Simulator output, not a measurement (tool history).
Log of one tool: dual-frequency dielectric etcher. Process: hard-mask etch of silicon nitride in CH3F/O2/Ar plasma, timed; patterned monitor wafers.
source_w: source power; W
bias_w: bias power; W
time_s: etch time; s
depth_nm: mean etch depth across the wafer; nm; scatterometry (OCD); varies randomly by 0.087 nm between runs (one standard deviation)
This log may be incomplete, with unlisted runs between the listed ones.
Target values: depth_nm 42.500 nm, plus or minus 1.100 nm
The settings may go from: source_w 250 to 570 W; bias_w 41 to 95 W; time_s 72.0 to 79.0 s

run	hour	source_w	bias_w	time_s	depth_nm
1	0.0	410	68	79.0	52.740
2	6.8	410	79	79.0	55.197
3	14.6	460	79	79.0	57.354
4	16.7	460	79	79.0	57.225
5	19.4	500	79	79.0	59.224
6	27.9	460	73	77.5	55.084
7	29.3	430	68	76.5	51.726
8	35.4	430	68	76.5	51.870
9	40.2	410	65	76.0	49.882
10	48.1	390	63	75.5	48.339
11	51.5	370	61	75.5	47.159
12	52.3	350	60	75.5	45.904

Which single option among these 4 for the next run brings every result within its allowed miss of target? Just one does.
A	53.1	380	51	76.0	?
B	53.1	330	63	77.0	?
C	53.1	340	59	75.0	?
D	53.1	370	51	72.0	?

move	depth_nm
A	45.268
B	46.449
C	44.819
D	42.488
A: moves toward the targets from the last run without getting all of them in spec
B: moves away from the targets compared with the last run
C: moves toward the targets from the last run without getting all of them in spec
D: in spec on every target
Answer: D

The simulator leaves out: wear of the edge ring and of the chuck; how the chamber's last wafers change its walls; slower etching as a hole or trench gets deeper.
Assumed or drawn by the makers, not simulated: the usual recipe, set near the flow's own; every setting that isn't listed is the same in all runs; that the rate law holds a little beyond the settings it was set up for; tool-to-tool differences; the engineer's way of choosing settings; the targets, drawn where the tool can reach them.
